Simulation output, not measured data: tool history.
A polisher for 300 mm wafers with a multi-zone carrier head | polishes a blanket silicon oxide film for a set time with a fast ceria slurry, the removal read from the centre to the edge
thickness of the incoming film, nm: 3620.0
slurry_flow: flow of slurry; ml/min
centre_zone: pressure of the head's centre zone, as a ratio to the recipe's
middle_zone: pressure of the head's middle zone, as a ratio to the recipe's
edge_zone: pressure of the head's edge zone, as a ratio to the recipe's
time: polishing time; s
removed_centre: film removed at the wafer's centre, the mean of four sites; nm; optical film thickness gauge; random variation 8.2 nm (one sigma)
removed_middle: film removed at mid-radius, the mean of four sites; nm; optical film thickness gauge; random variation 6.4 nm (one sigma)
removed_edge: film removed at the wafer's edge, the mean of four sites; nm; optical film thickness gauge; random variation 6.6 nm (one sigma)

run 1 hour=0 | slurry_flow=295 centre_zone=1 middle_zone=1 edge_zone=1 time=50 | removed_centre=516.45 removed_middle=524.06 removed_edge=551.17
run 2 hour=1.5 | slurry_flow=295 centre_zone=1 middle_zone=1 edge_zone=1.07 time=50 | removed_centre=521.06 removed_middle=517.37 removed_edge=569.72
run 3 hour=2.4 | slurry_flow=300 centre_zone=1.02 middle_zone=1.02 edge_zone=1.07 time=51 | removed_centre=546.67 removed_middle=534.69 removed_edge=587.5
run 4 hour=6.3 | slurry_flow=300 centre_zone=0.96 middle_zone=1.02 edge_zone=1.07 time=51 | removed_centre=509.66 removed_middle=534.22 removed_edge=585.92
run 5 hour=12.4 | slurry_flow=305 centre_zone=0.98 middle_zone=1.04 edge_zone=1.06 time=52 | removed_centre=537.77 removed_middle=558.84 removed_edge=592.73
run 6 hour=19.8 | slurry_flow=305 centre_zone=0.98 middle_zone=0.96 edge_zone=1.06 time=52 | removed_centre=534.12 removed_middle=524.53 removed_edge=574.16
run 7 hour=28.5 | slurry_flow=315 centre_zone=1 middle_zone=0.98 edge_zone=1.04 time=53 | removed_centre=554.97 removed_middle=547.95 removed_edge=588.74
run 8 hour=31.5 | slurry_flow=360 centre_zone=1.1 middle_zone=1.08 edge_zone=0.94 time=57 | removed_centre=653.64 removed_middle=632.67 removed_edge=607.45
run 9 hour=37.9 | slurry_flow=360 centre_zone=1.11 middle_zone=1.09 edge_zone=0.94 time=57 | removed_centre=659.86 removed_middle=627.58 removed_edge=600.97
-- hour=40.5 edge zone pressure recalibrated
run 10 hour=40.5 | slurry_flow=360 centre_zone=1.11 middle_zone=1.1 edge_zone=0.94 time=57 | removed_centre=670.95 removed_middle=652.08 removed_edge=590.96
run 11 hour=43.3 | slurry_flow=360 centre_zone=1.11 middle_zone=1.1 edge_zone=0.95 time=57 | removed_centre=672.16 removed_middle=652.21 removed_edge=577.63

Run 12 comes next. What will it give?
run 12 hour=51.9 | slurry_flow=360 centre_zone=1.11 middle_zone=1.1 edge_zone=0.95 time=58 | removed_centre=? removed_middle=? removed_edge=?

removed_centre: 686.47 nm
removed_middle: 657.94 nm
removed_edge: 588.6 nm
